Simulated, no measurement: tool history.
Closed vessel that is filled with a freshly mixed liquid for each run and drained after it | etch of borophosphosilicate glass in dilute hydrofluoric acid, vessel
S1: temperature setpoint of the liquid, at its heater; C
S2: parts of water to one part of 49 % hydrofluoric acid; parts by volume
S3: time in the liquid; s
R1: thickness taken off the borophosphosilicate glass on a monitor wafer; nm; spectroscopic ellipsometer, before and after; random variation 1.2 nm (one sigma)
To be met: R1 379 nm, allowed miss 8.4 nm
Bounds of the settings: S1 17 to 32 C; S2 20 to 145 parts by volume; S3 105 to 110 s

{"run": 1, "day": 0.0, "S1": 24, "S2": 80, "S3": 105, "R1": 119.31}
{"run": 2, "day": 0.258, "S1": 24, "S2": 105, "S3": 105, "R1": 88.646}
{"run": 3, "day": 0.321, "S1": 25.5, "S2": 90, "S3": 105, "R1": 110.95}
{"run": 4, "day": 0.604, "S1": 26.5, "S2": 80, "S3": 105, "R1": 132.28}
{"day": 0.867, "done": "hydrofluoric acid flow meter replaced"}
{"run": 5, "day": 0.867, "S1": 27.5, "S2": 70, "S3": 105, "R1": 150.32}
{"run": 6, "day": 0.917, "S1": 27.5, "S2": 50, "S3": 105, "R1": 217.02}
{"run": 7, "day": 0.996, "S1": 28, "S2": 45, "S3": 105, "R1": 246.22}
{"run": 8, "day": 1.158, "S1": 32, "S2": 25, "S3": 105, "R1": 537.84}
{"run": 9, "day": 1.425, "S1": 31.5, "S2": 25, "S3": 105, "R1": 528.02}
{"run": 10, "day": 1.608, "S1": 27.5, "S2": 25, "S3": 105, "R1": 449.65}

4 next moves are on the table. One of them brings every result within its allowed miss. Which?
{"run": "A", "day": 1.792, "S1": 25, "S2": 20, "S3": 110, "R1": "?"}
{"run": "B", "day": 1.792, "S1": 28.5, "S2": 35, "S3": 105, "R1": "?"}
{"run": "C", "day": 1.792, "S1": 27, "S2": 30, "S3": 110, "R1": "?"}
{"run": "D", "day": 1.792, "S1": 27, "S2": 30, "S3": 105, "R1": "?"}

move=A R1=532.51
move=B R1=328.14
move=C R1=380.18
move=D R1=362.9
A: further off than the last run
B: takes the result that was furthest off past its target
C: meets every target
D: takes the result that was furthest off past its target
Answer: C
